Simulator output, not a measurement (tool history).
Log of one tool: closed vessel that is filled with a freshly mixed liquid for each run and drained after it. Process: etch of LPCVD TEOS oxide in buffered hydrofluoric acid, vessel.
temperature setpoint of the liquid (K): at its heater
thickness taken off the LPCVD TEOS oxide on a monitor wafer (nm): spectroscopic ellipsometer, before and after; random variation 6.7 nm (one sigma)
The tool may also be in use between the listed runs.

run  hour  temperature setpoint of the liquid (K)  parts of 40 % ammonium fluoride to one part of 49 % hydrofluoric acid (parts by volume)  time in the liquid (s)  thickness taken off the LPCVD TEOS oxide on a monitor wafer (nm)
  1     0                                  298.15                                                                                       10                     100                                                            528.58
  2   2.1                                  298.15                                                                                       10                     110                                                            583.47
  3   9.8                                  298.15                                                                                     12.5                     110                                                            463.96
  4  18.6                                  296.65                                                                                     12.5                     110                                                            430.52
  5  22.3                                  296.65                                                                                      9.5                     110                                                            554.65
  6  25.6                                  296.65                                                                                      9.5                     110                                                            550.12
  7  26.7                                  298.15                                                                                      9.5                     110                                                            607.86
  8  32.9                                  299.15                                                                                      9.5                     110                                                            634.69
  9  36.4                                  300.15                                                                                      9.5                     110                                                            673.19
 10  44.8                                  301.15                                                                                      9.5                     110                                                            699.98
 11  53.1                                  302.15                                                                                      9.5                     110                                                            753.04

Run 12 comes next. What will it give?
 12    56                                  302.65                                                                                      9.5                     110                                                                 ?

{"run 12": {"thickness taken off the LPCVD TEOS oxide on a monitor wafer (nm)": 763.55}}
